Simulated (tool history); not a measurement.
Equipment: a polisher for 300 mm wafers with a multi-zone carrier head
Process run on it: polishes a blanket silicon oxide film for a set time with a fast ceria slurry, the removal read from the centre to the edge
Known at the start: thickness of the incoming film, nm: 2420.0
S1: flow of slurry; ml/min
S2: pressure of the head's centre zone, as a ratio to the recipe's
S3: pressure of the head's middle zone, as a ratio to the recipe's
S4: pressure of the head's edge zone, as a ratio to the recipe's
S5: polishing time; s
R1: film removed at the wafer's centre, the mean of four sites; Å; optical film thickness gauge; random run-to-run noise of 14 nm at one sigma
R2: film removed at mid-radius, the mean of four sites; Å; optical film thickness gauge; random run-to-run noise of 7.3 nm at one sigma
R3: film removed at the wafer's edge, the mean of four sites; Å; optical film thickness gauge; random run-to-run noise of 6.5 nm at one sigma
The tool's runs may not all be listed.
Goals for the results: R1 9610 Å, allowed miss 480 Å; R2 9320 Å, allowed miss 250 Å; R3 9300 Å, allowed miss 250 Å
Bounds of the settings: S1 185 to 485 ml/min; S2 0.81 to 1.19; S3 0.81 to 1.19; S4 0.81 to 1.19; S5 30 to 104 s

run 1 hour=0 | S1=310 S2=1 S3=1 S4=1 S5=67 | R1=7086.5 R2=7088.9 R3=6941.7
run 2 hour=5.6 | S1=315 S2=1.02 S3=1.01 S4=1.03 S5=70 | R1=7514.3 R2=7529.4 R3=7473.4
run 3 hour=8 | S1=315 S2=1.02 S3=1.01 S4=0.99 S5=70 | R1=7493.5 R2=7497.6 R3=7294.6
run 4 hour=11.9 | S1=315 S2=1.07 S3=1.01 S4=0.99 S5=70 | R1=7647.7 R2=7528.8 R3=7279.3
run 5 hour=14.2 | S1=315 S2=1.07 S3=1.09 S4=0.99 S5=70 | R1=7753.1 R2=7814.2 R3=7282.2
run 6 hour=15.4 | S1=315 S2=1.07 S3=1.09 S4=0.99 S5=63 | R1=7023 R2=6948.5 R3=6490.1
run 7 hour=21.9 | S1=325 S2=1.09 S3=1.1 S4=1.03 S5=67 | R1=7705.7 R2=7502.1 R3=7060
run 8 hour=25.5 | S1=330 S2=1.09 S3=1.1 S4=1.06 S5=70 | R1=7916.8 R2=7922.6 R3=7517.1
run 9 hour=33.8 | S1=335 S2=1.1 S3=1.09 S4=1.08 S5=72 | R1=8308.3 R2=8092.3 R3=7829.8
run 10 hour=35.8 | S1=340 S2=1.1 S3=1.09 S4=1.1 S5=74 | R1=8627.3 R2=8328.2 R3=8149.2
run 11 hour=39.3 | S1=345 S2=1.1 S3=1.1 S4=1.12 S5=75 | R1=8781.6 R2=8569.8 R3=8244.7
run 12 hour=47.4 | S1=340 S2=1.1 S3=1.09 S4=1.13 S5=77 | R1=8914.1 R2=8793.3 R3=8569.3
run 13 hour=48.9 | S1=340 S2=1.1 S3=1.09 S4=1.13 S5=77 | R1=8970.2 R2=8720.1 R3=8593.8
run 14 hour=53.3 | S1=345 S2=1.1 S3=1.09 S4=1.14 S5=78 | R1=9186.2 R2=8780.2 R3=8819.1
run 15 hour=59.9 | S1=350 S2=1.1 S3=1.1 S4=1.15 S5=78 | R1=9081.7 R2=8804.3 R3=8811.9
run 16 hour=61.6 | S1=350 S2=1.1 S3=1.11 S4=1.16 S5=79 | R1=9160.3 R2=9164.1 R3=8854.2
run 17 hour=69.6 | S1=350 S2=1.1 S3=1.11 S4=1.17 S5=79 | R1=9143.5 R2=8876 R3=8912.9

Which single option among these 5 for the next run brings every result within its allowed miss of target? Just one does.
run A hour=77.6 | S1=215 S2=1 S3=1.19 S4=1.13 S5=87 | R1=? R2=? R3=?
run B hour=77.6 | S1=425 S2=1.11 S3=1.08 S4=1.17 S5=81 | R1=? R2=? R3=?
run C hour=77.6 | S1=315 S2=1.11 S3=1.19 S4=0.98 S5=83 | R1=? R2=? R3=?
run D hour=77.6 | S1=295 S2=1.02 S3=1.09 S4=1.14 S5=84 | R1=? R2=? R3=?
run E hour=77.6 | S1=410 S2=1.13 S3=1.13 S4=1.03 S5=79 | R1=? R2=? R3=?

move=A R1=8594.2 R2=9793.2 R3=9253.1
move=B R1=9588.8 R2=9197.3 R3=9253.1
move=C R1=9568.9 R2=9763.1 R3=8507.3
move=D R1=8826.1 R2=9304.3 R3=9243.9
move=E R1=9497.2 R2=9197.4 R3=8440.9
A: the result that was furthest off in the last run now lies on the other side of its target
B: in spec on every target
C: the result that was furthest off in the last run now lies on the other side of its target
D: puts the biggest miss on target and leaves a different result outside tolerance
E: puts the biggest miss on target and leaves a different result outside tolerance
So the answer is move B, the one that meets all the targets.
